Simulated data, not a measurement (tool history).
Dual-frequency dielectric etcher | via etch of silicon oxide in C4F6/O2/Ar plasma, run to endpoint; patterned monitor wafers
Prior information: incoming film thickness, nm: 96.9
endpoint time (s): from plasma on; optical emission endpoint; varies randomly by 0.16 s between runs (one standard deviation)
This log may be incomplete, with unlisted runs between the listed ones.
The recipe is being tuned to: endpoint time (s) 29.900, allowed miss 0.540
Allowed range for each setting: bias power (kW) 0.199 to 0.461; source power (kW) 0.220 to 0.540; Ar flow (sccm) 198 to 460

run,hour,bias power (kW),source power (kW),Ar flow (sccm),endpoint time (s)
1,0.0,0.330,0.380,329,26.048
2,1.2,0.330,0.440,329,25.177
3,4.7,0.330,0.390,329,25.981
4,6.9,0.299,0.380,331,26.797
5,12.4,0.299,0.450,331,26.031
6,16.5,0.273,0.430,337,27.310
7,18.1,0.255,0.430,338,27.466
8,22.7,0.240,0.420,343,28.453
9,30.3,0.230,0.420,344,28.809
10,32.6,0.222,0.420,345,29.228

Which single option among these 5 for the next run brings every result within its allowed miss of target? Just one does.
A,34.9,0.227,0.400,278,?
B,34.9,0.199,0.390,365,?
C,34.9,0.255,0.400,390,?
D,34.9,0.270,0.360,341,?
E,34.9,0.209,0.450,436,?

move,endpoint time (s)
A,28.596
B,30.732
C,28.493
D,28.283
E,29.779
A: misses by more than the last run did
B: carries the result that was furthest off beyond its target, to the other side
C: misses by more than the last run did
D: misses by more than the last run did
E: all results in spec
The right move is E.

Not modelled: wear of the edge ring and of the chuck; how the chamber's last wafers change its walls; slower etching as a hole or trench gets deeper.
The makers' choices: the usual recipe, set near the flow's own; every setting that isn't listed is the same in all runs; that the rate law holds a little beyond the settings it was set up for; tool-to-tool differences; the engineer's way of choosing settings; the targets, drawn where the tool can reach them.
